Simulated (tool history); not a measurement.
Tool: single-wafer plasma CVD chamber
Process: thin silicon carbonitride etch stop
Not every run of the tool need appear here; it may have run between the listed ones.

run	hour	RF power (kW)	deposition time (s)	mean film thickness on the monitor wafer (angstrom)
1	0	0.22	24.6	138.24
2	8.5	0.235	25.2	144.31
3	15.4	0.235	23.4	134.52
4	16.4	0.225	23.4	132
5	17.1	0.195	23.4	125.79
6	20.6	0.225	23.4	132.43
7	29.4	0.24	24.2	140.06

Expected results for the next run?
8	37.8	0.25	24.7	?

Run 8 measured mean film thickness on the monitor wafer (angstrom) 144.55.
